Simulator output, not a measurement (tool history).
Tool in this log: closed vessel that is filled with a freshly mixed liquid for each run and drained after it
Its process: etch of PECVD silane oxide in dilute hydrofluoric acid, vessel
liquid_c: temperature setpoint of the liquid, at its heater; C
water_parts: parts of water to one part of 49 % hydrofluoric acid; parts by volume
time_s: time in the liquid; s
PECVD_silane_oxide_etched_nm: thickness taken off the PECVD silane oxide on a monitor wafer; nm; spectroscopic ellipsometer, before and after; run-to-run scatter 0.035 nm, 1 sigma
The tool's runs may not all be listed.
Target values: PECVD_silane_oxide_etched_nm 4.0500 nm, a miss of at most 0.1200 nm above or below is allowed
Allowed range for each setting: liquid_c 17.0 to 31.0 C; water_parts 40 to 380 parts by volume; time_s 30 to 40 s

| run | hour | liquid_c | water_parts | time_s | PECVD_silane_oxide_etched_nm |
|---|---|---|---|---|---|
| 1 | 0.0 | 23.0 | 210 | 40 | 8.8478 |
| 2 | 8.9 | 23.0 | 280 | 40 | 6.2184 |
| 3 | 13.2 | 21.5 | 290 | 40 | 5.5973 |
| 4 | 15.2 | 20.5 | 290 | 40 | 5.3707 |
| 5 | 18.0 | 20.5 | 290 | 40 | 5.4839 |
| 6 | 24.7 | 23.0 | 290 | 40 | 6.0044 |
| 7 | 29.1 | 21.5 | 300 | 40 | 5.4087 |
| 8 | 31.9 | 20.5 | 305 | 40 | 5.0986 |
| 9 | 37.1 | 19.5 | 310 | 40 | 4.7934 |
| 10 | 40.9 | 19.0 | 315 | 40 | 4.5962 |
| 11 | 48.8 | 18.5 | 320 | 40 | 4.4391 |
| 12 | 50.7 | 18.0 | 325 | 40 | 4.2960 |

Below are 4 possible settings for the next run. Only one of them brings all results inside the allowed miss of their targets. Which is it?
| A | 52.6 | 17.0 | 315 | 40 | ? |
| B | 52.6 | 20.5 | 310 | 30 | ? |
| C | 52.6 | 21.5 | 300 | 30 | ? |
| D | 52.6 | 19.5 | 380 | 40 | ? |

| move | PECVD_silane_oxide_etched_nm |
|---|---|
| A | 4.3228 |
| B | 3.7639 |
| C | 4.0685 |
| D | 3.7195 |
A: misses by more than the last run did
B: takes the result that was furthest off past its target
C: meets every target
D: takes the result that was furthest off past its target
Answer: C
